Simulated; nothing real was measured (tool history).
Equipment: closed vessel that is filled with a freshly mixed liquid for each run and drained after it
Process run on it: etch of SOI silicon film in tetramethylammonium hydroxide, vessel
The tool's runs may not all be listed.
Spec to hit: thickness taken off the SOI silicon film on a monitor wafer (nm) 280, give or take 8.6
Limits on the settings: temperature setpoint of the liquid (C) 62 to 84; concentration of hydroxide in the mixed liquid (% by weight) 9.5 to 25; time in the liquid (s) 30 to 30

run	hour	temperature setpoint of the liquid (C)	concentration of hydroxide in the mixed liquid (% by weight)	time in the liquid (s)	thickness taken off the SOI silicon film on a monitor wafer (nm)
1	0	75	18.5	30	207.26
2	8.1	75	15	30	230.33
3	12.6	76	15	30	243.1
4	21.3	76	17	30	228.41
5	26.2	76	17	30	225.61
6	30	76	15.5	30	239.07
7	32.3	77	15.5	30	251.62
8	41.2	77.5	15.5	30	257.69
9	45.1	78	15.5	30	270.74

Pick the move, out of 4, that brings all results within their allowed miss; only one does.
A	49	76.5	11	30	?
B	49	77.5	16	30	?
C	49	76	12	30	?
D	49	76	12.5	30	?

move	thickness taken off the SOI silicon film on a monitor wafer (nm)
A	283.62
B	257.39
C	267.45
D	263.58
A: meets every target
B: its largest miss is bigger than the last run's
C: its largest miss is bigger than the last run's
D: its largest miss is bigger than the last run's
A is the move that brings every result within its allowed miss.
